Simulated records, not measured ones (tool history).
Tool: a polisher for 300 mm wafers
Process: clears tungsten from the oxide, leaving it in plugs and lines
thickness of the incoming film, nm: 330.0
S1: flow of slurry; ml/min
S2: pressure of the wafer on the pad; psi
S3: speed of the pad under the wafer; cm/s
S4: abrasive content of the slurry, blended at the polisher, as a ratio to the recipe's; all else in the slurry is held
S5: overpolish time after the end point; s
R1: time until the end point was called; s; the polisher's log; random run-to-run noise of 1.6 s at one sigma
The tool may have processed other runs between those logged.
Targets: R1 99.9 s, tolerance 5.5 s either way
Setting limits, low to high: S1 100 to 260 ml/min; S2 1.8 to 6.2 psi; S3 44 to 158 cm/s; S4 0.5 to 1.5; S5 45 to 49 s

{"run": 1, "hour": 0.0, "S1": 165, "S2": 4, "S3": 100, "S4": 1, "S5": 45, "R1": 63.368}
{"run": 2, "hour": 4.5, "S1": 165, "S2": 3.6, "S3": 98, "S4": 1, "S5": 45, "R1": 70.078}
{"run": 3, "hour": 11.0, "S1": 165, "S2": 3.3, "S3": 96, "S4": 1, "S5": 45, "R1": 78.497}
{"run": 4, "hour": 19.5, "S1": 165, "S2": 3.3, "S3": 118, "S4": 1, "S5": 45, "R1": 64.482}
{"run": 5, "hour": 21.5, "S1": 165, "S2": 3, "S3": 116, "S4": 1, "S5": 45, "R1": 70.973}
{"run": 6, "hour": 26.7, "S1": 165, "S2": 3, "S3": 116, "S4": 1, "S5": 49, "R1": 71.943}
{"run": 7, "hour": 32.9, "S1": 165, "S2": 2.7, "S3": 116, "S4": 1, "S5": 49, "R1": 81.686}
{"run": 8, "hour": 40.8, "S1": 165, "S2": 2.6, "S3": 116, "S4": 1, "S5": 49, "R1": 82.68}
{"run": 9, "hour": 46.5, "S1": 165, "S2": 2.5, "S3": 116, "S4": 1, "S5": 49, "R1": 82.304}
{"run": 10, "hour": 55.1, "S1": 165, "S2": 1.8, "S3": 112, "S4": 1, "S5": 49, "R1": 121.48}
{"run": 11, "hour": 58.2, "S1": 165, "S2": 1.9, "S3": 112, "S4": 1, "S5": 49, "R1": 114.71}
{"run": 12, "hour": 60.6, "S1": 165, "S2": 2, "S3": 112, "S4": 1, "S5": 49, "R1": 109.77}

Which one of the following 4 next-run settings gets every result inside its allowed miss? There is exactly one.
{"run": "A", "hour": 63.0, "S1": 150, "S2": 1.8, "S3": 112, "S4": 1.05, "S5": 49, "R1": "?"}
{"run": "B", "hour": 63.0, "S1": 220, "S2": 1.8, "S3": 138, "S4": 0.5, "S5": 45, "R1": "?"}
{"run": "C", "hour": 63.0, "S1": 150, "S2": 2.2, "S3": 112, "S4": 1.05, "S5": 45, "R1": "?"}
{"run": "D", "hour": 63.0, "S1": 165, "S2": 2.2, "S3": 102, "S4": 1, "S5": 49, "R1": "?"}

move=A R1=122.52
move=B R1=125.61
move=C R1=101.43
move=D R1=110.94
A: its largest miss is bigger than the last run's
B: its largest miss is bigger than the last run's
C: every result lands within tolerance
D: its largest miss is bigger than the last run's
The move that meets every target is C.

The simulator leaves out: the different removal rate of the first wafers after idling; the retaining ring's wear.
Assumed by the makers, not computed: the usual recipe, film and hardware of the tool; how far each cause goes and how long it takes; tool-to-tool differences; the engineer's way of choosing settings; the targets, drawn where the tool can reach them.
